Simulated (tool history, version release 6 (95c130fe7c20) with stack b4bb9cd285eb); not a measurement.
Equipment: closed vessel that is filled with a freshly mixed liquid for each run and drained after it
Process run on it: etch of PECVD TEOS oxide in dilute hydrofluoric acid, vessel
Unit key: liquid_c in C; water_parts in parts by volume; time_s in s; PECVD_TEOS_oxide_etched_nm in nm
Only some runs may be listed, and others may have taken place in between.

run	hour	liquid_c	water_parts	time_s	PECVD_TEOS_oxide_etched_nm
1	0	25	250	75	4.3469
2	7.5	24	250	75	4.2018
3	10.3	24	160	75	7.2689
4	17.7	23	175	75	6.3183
5	22	22	185	75	5.5964
6	28.4	21.5	190	75	5.3595
7	35.8	21.5	190	75	5.3671
8	38.8	21	195	75	5.1408
9	46.7	17	265	75	2.9829
10	56	17.5	265	75	3.0844

For run 11, what comes out?
11	61.3	17.5	265	75	?

{"run 11": {"PECVD_TEOS_oxide_etched_nm": 3.0658}}

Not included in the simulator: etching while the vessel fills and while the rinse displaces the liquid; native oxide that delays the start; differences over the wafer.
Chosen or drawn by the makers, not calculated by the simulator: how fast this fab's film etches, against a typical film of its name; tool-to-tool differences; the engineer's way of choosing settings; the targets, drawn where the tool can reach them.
